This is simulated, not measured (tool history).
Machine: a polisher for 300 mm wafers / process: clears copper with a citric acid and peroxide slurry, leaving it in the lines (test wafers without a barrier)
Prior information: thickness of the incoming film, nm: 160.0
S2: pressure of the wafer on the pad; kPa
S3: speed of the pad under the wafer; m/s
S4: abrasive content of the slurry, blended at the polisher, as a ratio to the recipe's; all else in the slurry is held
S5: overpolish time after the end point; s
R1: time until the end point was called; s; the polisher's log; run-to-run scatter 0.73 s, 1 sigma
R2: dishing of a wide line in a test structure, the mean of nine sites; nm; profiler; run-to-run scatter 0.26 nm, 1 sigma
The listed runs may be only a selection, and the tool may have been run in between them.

run 1 day=0.000 | flow_of_slurry_(ml/min)=215 S2=15.2 S3=1.08 S4=1.0 S5=18 | R1=100.970 R2=20.671
run 2 day=0.088 | flow_of_slurry_(ml/min)=215 S2=15.2 S3=1.08 S4=1.0 S5=14 | R1=99.279 R2=16.541
run 3 day=0.400 | flow_of_slurry_(ml/min)=220 S2=16.5 S3=1.08 S4=1.0 S5=14 | R1=92.630 R2=17.959
run 4 day=0.696 | flow_of_slurry_(ml/min)=220 S2=17.9 S3=1.08 S4=1.0 S5=14 | R1=85.016 R2=19.259
run 5 day=0.754 | flow_of_slurry_(ml/min)=220 S2=18.6 S3=1.08 S4=1.0 S5=14 | R1=81.182 R2=20.122
run 6 day=0.908 | flow_of_slurry_(ml/min)=190 S2=18.6 S3=1.08 S4=1.0 S5=14 | R1=81.515 R2=19.539

Run 7 has not been measured yet. What should we expect?
run 7 day=1.012 | flow_of_slurry_(ml/min)=235 S2=22.8 S3=1.10 S4=1.0 S5=12 | R1=? R2=?

{"run 7": {"R1": 65.487, "R2": 21.562}}

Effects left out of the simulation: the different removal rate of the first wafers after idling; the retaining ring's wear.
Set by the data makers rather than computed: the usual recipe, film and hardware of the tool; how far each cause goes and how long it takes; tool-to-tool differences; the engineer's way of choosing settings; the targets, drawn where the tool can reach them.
